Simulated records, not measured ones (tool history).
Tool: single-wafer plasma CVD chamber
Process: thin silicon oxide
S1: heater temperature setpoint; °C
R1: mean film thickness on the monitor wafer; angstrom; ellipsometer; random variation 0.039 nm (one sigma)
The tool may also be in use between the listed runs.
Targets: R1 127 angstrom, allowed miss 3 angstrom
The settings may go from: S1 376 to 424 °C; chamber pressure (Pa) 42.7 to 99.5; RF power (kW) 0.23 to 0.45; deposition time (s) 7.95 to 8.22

run 1 hour=0 | S1=400 chamber_pressure_(Pa)=71.1 RF_power_(kW)=0.34 deposition_time_(s)=7.95 | R1=95.412
run 2 hour=4.6 | S1=400 chamber_pressure_(Pa)=73.6 RF_power_(kW)=0.34 deposition_time_(s)=7.95 | R1=97.268
run 3 hour=10.8 | S1=391 chamber_pressure_(Pa)=73.6 RF_power_(kW)=0.34 deposition_time_(s)=7.95 | R1=98.338
run 4 hour=17.4 | S1=391 chamber_pressure_(Pa)=73.6 RF_power_(kW)=0.34 deposition_time_(s)=8.22 | R1=101.22
run 5 hour=18.9 | S1=391 chamber_pressure_(Pa)=62 RF_power_(kW)=0.34 deposition_time_(s)=8.22 | R1=89.81
run 6 hour=26.8 | S1=391 chamber_pressure_(Pa)=73.1 RF_power_(kW)=0.34 deposition_time_(s)=8.22 | R1=101.54
run 7 hour=29.7 | S1=391 chamber_pressure_(Pa)=75.7 RF_power_(kW)=0.34 deposition_time_(s)=8.22 | R1=103.34
run 8 hour=32.4 | S1=391 chamber_pressure_(Pa)=78.4 RF_power_(kW)=0.34 deposition_time_(s)=8.22 | R1=106.32
run 9 hour=36.5 | S1=391 chamber_pressure_(Pa)=80.7 RF_power_(kW)=0.34 deposition_time_(s)=8.22 | R1=108.66
run 10 hour=40.4 | S1=391 chamber_pressure_(Pa)=80.7 RF_power_(kW)=0.34 deposition_time_(s)=8.22 | R1=108.21
run 11 hour=44.4 | S1=391 chamber_pressure_(Pa)=80.7 RF_power_(kW)=0.34 deposition_time_(s)=8.22 | R1=108.55
run 12 hour=48.4 | S1=391 chamber_pressure_(Pa)=82.8 RF_power_(kW)=0.34 deposition_time_(s)=8.22 | R1=110.4
run 13 hour=55.5 | S1=391 chamber_pressure_(Pa)=82.8 RF_power_(kW)=0.34 deposition_time_(s)=8.22 | R1=109.93
run 14 hour=61.9 | S1=391 chamber_pressure_(Pa)=84.9 RF_power_(kW)=0.34 deposition_time_(s)=8.22 | R1=112.78
run 15 hour=67.1 | S1=391 chamber_pressure_(Pa)=86.5 RF_power_(kW)=0.34 deposition_time_(s)=8.22 | R1=113.86
run 16 hour=69.9 | S1=391 chamber_pressure_(Pa)=88.1 RF_power_(kW)=0.34 deposition_time_(s)=8.22 | R1=115.88
run 17 hour=72.7 | S1=391 chamber_pressure_(Pa)=95.2 RF_power_(kW)=0.345 deposition_time_(s)=8.22 | R1=123.78

4 next moves are on the table. One of them brings every result within its allowed miss. Which?
run A hour=75.5 | S1=386 chamber_pressure_(Pa)=88.3 RF_power_(kW)=0.36 deposition_time_(s)=8.22 | R1=?
run B hour=75.5 | S1=404 chamber_pressure_(Pa)=95.9 RF_power_(kW)=0.34 deposition_time_(s)=7.95 | R1=?
run C hour=75.5 | S1=383 chamber_pressure_(Pa)=98.1 RF_power_(kW)=0.37 deposition_time_(s)=7.95 | R1=?
run D hour=75.5 | S1=396 chamber_pressure_(Pa)=92.8 RF_power_(kW)=0.345 deposition_time_(s)=7.95 | R1=?

move=A R1=120.15
move=B R1=118.47
move=C R1=128.07
move=D R1=117.15
A: further off than the last run
B: further off than the last run
C: meets every target
D: further off than the last run
Move C is the one to make.
